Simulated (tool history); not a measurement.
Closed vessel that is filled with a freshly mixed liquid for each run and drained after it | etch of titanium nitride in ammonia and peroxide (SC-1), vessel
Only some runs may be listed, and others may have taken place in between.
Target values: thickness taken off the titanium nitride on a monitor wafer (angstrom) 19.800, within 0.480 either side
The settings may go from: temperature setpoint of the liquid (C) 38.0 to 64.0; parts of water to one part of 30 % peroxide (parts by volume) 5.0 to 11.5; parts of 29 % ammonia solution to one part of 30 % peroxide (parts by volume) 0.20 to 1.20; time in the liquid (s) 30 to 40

run	day	temperature setpoint of the liquid (C)	parts of water to one part of 30 % peroxide (parts by volume)	parts of 29 % ammonia solution to one part of 30 % peroxide (parts by volume)	time in the liquid (s)	thickness taken off the titanium nitride on a monitor wafer (angstrom)
1	0.000	48.0	6.5	0.75	40	38.012
2	0.062	46.0	6.5	0.75	40	33.128
3	0.225	44.5	6.5	0.75	40	29.548
4	0.300	44.5	6.5	1.05	40	30.753
5	0.571	43.5	6.5	1.05	40	29.087
6	0.925	43.5	8.5	1.05	40	25.759
7	1.233	43.0	8.5	1.05	40	24.386
8	1.512	42.5	8.5	1.05	40	23.438
9	1.888	42.0	8.5	1.05	40	22.515

Next run, 5 choices. One meets every target within its allowed miss, the rest don't. Which?
A	2.262	46.0	8.5	1.05	35	?
B	2.262	41.0	10.0	1.20	40	?
C	2.262	43.0	11.5	0.95	35	?
D	2.262	42.0	8.0	1.10	40	?
E	2.262	45.0	9.0	1.10	35	?

move	thickness taken off the titanium nitride on a monitor wafer (angstrom)
A	26.839
B	20.087
C	18.316
D	23.795
E	24.459
A: lands further from the targets than the last run did
B: meets every target
C: pushes the last run's worst result past its target
D: lands further from the targets than the last run did
E: lands further from the targets than the last run did
B meets every target.
